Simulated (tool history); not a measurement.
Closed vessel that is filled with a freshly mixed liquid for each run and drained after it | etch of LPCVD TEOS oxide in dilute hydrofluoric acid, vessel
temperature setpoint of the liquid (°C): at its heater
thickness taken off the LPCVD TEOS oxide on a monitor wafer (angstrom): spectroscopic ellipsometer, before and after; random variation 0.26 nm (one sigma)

run	hour	temperature setpoint of the liquid (°C)	parts of water to one part of 49 % hydrofluoric acid (parts by volume)	time in the liquid (s)	thickness taken off the LPCVD TEOS oxide on a monitor wafer (angstrom)
1	0.0	22.0	85	65	133.840
2	5.2	19.5	85	65	121.040
3	7.2	19.5	100	65	101.220
4	14.3	19.5	110	65	90.558
5	21.3	19.5	95	65	106.990
6	28.1	20.5	85	65	125.660
7	32.2	21.5	80	65	139.640
8	35.0	22.5	75	65	157.560
9	39.6	23.5	70	65	177.110
10	48.8	24.0	65	65	194.070
11	56.4	24.5	60	65	216.420
# hour 62.0: thermometer replaced
12	62.0	28.5	30	65	578.440
13	69.6	28.0	30	65	560.980

The next listed run, before its measurement:
14	71.4	27.5	30	65	?

thickness taken off the LPCVD TEOS oxide on a monitor wafer (angstrom): 550.860

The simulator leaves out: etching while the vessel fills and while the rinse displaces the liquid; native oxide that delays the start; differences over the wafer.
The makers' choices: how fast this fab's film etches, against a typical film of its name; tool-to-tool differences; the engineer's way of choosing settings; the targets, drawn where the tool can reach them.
